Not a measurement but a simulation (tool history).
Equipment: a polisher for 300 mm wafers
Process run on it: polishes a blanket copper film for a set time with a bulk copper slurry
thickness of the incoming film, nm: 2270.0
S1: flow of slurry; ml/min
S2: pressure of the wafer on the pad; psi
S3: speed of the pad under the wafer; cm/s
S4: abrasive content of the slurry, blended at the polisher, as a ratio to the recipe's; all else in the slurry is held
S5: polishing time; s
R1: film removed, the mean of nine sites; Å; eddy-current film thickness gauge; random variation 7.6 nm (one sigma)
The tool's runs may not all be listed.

{"run": 1, "hour": 0.0, "S1": 300, "S2": 3.4, "S3": 128, "S4": 1.0, "S5": 32, "R1": 4975.7}
{"run": 2, "hour": 1.4, "S1": 300, "S2": 2.5, "S3": 128, "S4": 1.0, "S5": 32, "R1": 3705.8}
{"run": 3, "hour": 6.6, "S1": 300, "S2": 2.8, "S3": 128, "S4": 1.0, "S5": 32, "R1": 4098.4}
{"run": 4, "hour": 13.7, "S1": 300, "S2": 2.8, "S3": 128, "S4": 1.0, "S5": 28, "R1": 3560.3}
{"run": 5, "hour": 15.1, "S1": 300, "S2": 3.5, "S3": 128, "S4": 1.0, "S5": 28, "R1": 4514.8}
{"run": 6, "hour": 23.3, "S1": 300, "S2": 3.5, "S3": 150, "S4": 1.0, "S5": 28, "R1": 5164.0}
{"run": 7, "hour": 30.7, "S1": 300, "S2": 3.7, "S3": 150, "S4": 1.0, "S5": 28, "R1": 5472.6}
{"run": 8, "hour": 36.5, "S1": 300, "S2": 3.8, "S3": 150, "S4": 1.0, "S5": 28, "R1": 5581.6}
{"run": 9, "hour": 41.7, "S1": 300, "S2": 3.9, "S3": 150, "S4": 1.0, "S5": 28, "R1": 5692.8}
{"run": 10, "hour": 43.7, "S1": 300, "S2": 4.0, "S3": 150, "S4": 1.0, "S5": 28, "R1": 5905.9}

Predict the results of run 11:
{"run": 11, "hour": 50.8, "S1": 300, "S2": 4.0, "S3": 150, "S4": 1.0, "S5": 28, "R1": "?"}

Run 11 yielded R1 5777.6 Å.
